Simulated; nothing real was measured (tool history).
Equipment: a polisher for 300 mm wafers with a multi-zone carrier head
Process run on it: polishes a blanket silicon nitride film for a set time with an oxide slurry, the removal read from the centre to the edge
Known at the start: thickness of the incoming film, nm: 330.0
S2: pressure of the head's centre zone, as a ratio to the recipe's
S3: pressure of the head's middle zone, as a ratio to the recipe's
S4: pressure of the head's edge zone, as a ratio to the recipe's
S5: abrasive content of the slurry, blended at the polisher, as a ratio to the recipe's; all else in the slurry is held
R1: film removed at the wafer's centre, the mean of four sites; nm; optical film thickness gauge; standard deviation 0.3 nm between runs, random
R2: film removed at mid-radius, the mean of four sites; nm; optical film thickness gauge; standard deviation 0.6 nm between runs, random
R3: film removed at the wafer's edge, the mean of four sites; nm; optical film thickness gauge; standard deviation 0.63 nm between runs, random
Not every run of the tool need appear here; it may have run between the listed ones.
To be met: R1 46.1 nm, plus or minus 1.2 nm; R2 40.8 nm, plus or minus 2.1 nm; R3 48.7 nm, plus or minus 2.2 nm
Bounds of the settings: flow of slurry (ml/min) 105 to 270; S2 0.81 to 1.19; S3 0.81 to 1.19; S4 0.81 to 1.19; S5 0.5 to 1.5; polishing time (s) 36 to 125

run 1 hour=0 | flow_of_slurry_(ml/min)=175 S2=1 S3=1 S4=1 S5=1 polishing_time_(s)=80 | R1=38.836 R2=37.178 R3=36.805
run 2 hour=5 | flow_of_slurry_(ml/min)=175 S2=1.06 S3=1 S4=1 S5=1 polishing_time_(s)=80 | R1=41.16 R2=37.21 R3=37.335
run 3 hour=9.3 | flow_of_slurry_(ml/min)=175 S2=1.06 S3=1 S4=1 S5=1 polishing_time_(s)=97 | R1=49.9 R2=45.109 R3=44.316
run 4 hour=11.7 | flow_of_slurry_(ml/min)=175 S2=1.06 S3=1 S4=0.92 S5=1 polishing_time_(s)=97 | R1=49.782 R2=44.661 R3=42.394
run 5 hour=12.7 | flow_of_slurry_(ml/min)=175 S2=0.99 S3=1 S4=0.92 S5=1 polishing_time_(s)=97 | R1=47.1 R2=44.723 R3=43.436
-- hour=18.5 edge zone pressure recalibrated
run 6 hour=18.5 | flow_of_slurry_(ml/min)=200 S2=0.99 S3=1 S4=0.92 S5=1 polishing_time_(s)=97 | R1=48.179 R2=46.55 R3=45.879
run 7 hour=21.4 | flow_of_slurry_(ml/min)=200 S2=0.98 S3=0.98 S4=0.93 S5=1 polishing_time_(s)=97 | R1=47.727 R2=44.848 R3=45.742
run 8 hour=29.2 | flow_of_slurry_(ml/min)=200 S2=0.97 S3=0.97 S4=0.94 S5=1 polishing_time_(s)=97 | R1=46.807 R2=44.989 R3=46.666

Exactly one of the 4 candidate moves below puts every result within its allowed miss. Which one?
run A hour=37 | flow_of_slurry_(ml/min)=235 S2=0.94 S3=0.85 S4=1.01 S5=0.95 polishing_time_(s)=97 | R1=? R2=? R3=?
run B hour=37 | flow_of_slurry_(ml/min)=215 S2=1.01 S3=1.01 S4=0.94 S5=0.95 polishing_time_(s)=98 | R1=? R2=? R3=?
run C hour=37 | flow_of_slurry_(ml/min)=245 S2=0.93 S3=0.94 S4=1.01 S5=1.05 polishing_time_(s)=95 | R1=? R2=? R3=?
run D hour=37 | flow_of_slurry_(ml/min)=175 S2=1.01 S3=0.81 S4=0.92 S5=0.7 polishing_time_(s)=113 | R1=? R2=? R3=?

move=A R1=45.909 R2=40.18 R3=47.237
move=B R1=49.252 R2=46.296 R3=45.602
move=C R1=46.183 R2=44.36 R3=47.857
move=D R1=49.696 R2=39.104 R3=46.318
A: every result lands within tolerance
B: moves away from the targets compared with the last run
C: closes in on the targets versus the last run, not all within tolerance yet
D: meets the target for the result that was furthest off, but another lies outside its allowed miss
The right move is A.

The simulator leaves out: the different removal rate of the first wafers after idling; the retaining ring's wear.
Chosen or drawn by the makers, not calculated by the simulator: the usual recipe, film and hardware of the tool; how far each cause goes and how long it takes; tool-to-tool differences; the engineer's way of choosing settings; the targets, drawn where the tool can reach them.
